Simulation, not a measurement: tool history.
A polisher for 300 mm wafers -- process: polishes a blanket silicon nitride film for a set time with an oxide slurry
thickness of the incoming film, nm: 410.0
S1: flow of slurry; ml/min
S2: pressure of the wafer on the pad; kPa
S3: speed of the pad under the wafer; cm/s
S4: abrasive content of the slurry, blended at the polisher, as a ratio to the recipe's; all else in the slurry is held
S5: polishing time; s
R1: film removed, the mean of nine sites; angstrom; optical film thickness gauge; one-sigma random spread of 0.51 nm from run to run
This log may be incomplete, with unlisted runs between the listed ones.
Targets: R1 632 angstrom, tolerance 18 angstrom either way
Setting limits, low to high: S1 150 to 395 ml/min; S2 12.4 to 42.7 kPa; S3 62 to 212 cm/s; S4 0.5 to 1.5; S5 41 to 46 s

| run | day | S1 | S2 | S3 | S4 | S5 | R1 |
|---|---|---|---|---|---|---|---|
| 1 | 0 | 250 | 27.6 | 136 | 1 | 46 | 364.14 |
| 2 | 0.325 | 255 | 30.3 | 136 | 1 | 46 | 401.44 |
| 3 | 0.679 | 255 | 26.9 | 136 | 1 | 46 | 359.53 |
| 4 | 1.021 | 315 | 26.9 | 136 | 1 | 46 | 372.98 |
| 5 | 1.317 | 315 | 31.7 | 136 | 1 | 46 | 427.4 |
| 6 | 1.379 | 315 | 33.8 | 138 | 1 | 46 | 447.9 |
| 7 | 1.696 | 315 | 35.2 | 142 | 1 | 46 | 480.19 |
| 8 | 1.796 | 315 | 36.5 | 144 | 1 | 46 | 507.92 |
| 9 | 1.946 | 325 | 42.7 | 146 | 1 | 46 | 595.8 |

Pick the move, out of 5, that brings all results within their allowed miss; only one does.
| A | 2.096 | 315 | 42.1 | 148 | 1.05 | 43 | ? |
| B | 2.096 | 295 | 42.1 | 186 | 0.95 | 42 | ? |
| C | 2.096 | 325 | 42.7 | 130 | 1.3 | 45 | ? |
| D | 2.096 | 315 | 42.7 | 156 | 1.1 | 41 | ? |
| E | 2.096 | 350 | 42.7 | 134 | 1 | 46 | ? |

| move | R1 |
|---|---|
| A | 562.97 |
| B | 632.72 |
| C | 582.72 |
| D | 578.12 |
| E | 559.83 |
A: moves away from the targets compared with the last run
B: in spec on every target
C: moves away from the targets compared with the last run
D: moves away from the targets compared with the last run
E: moves away from the targets compared with the last run
The move that meets every target is B.
